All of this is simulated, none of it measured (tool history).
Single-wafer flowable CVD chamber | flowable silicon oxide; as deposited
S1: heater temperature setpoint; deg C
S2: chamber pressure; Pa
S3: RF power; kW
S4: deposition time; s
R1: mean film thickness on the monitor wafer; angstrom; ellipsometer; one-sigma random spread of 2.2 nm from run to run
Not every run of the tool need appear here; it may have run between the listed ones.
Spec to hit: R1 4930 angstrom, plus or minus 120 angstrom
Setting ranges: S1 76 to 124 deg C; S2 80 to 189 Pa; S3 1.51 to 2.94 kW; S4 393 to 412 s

run,hour,S1,S2,S3,S4,R1
1,0,100,135,2.225,412,3414.9
2,8.9,99,135,2.225,412,3495.3
3,16.8,99,145,2.225,412,3730.3
4,21.1,104,145,2.225,412,3254.5
5,27.1,103,145,2.225,412,3353.1
6,27.8,102,145,2.225,412,3431.7
7,30.1,101,145,2.225,412,3537.4
8,36.6,100,145,2.225,412,3651.8
9,39.4,99,145,2.225,412,3767.2

Which single option among these 4 for the next run brings every result within its allowed miss of target? Just one does.
A,42.2,95,163,2.235,412,?
B,42.2,82,132,2.155,412,?
C,42.2,96,153,2.305,412,?
D,42.2,92,157,2.305,412,?

move,R1
A,4677.4
B,5510.6
C,4316.5
D,4966.9
A: nearer than the last run, and not there yet
B: moves the result that the last run missed by most past its target, out the other side
C: nearer than the last run, and not there yet
D: in spec on every target
Answer: D
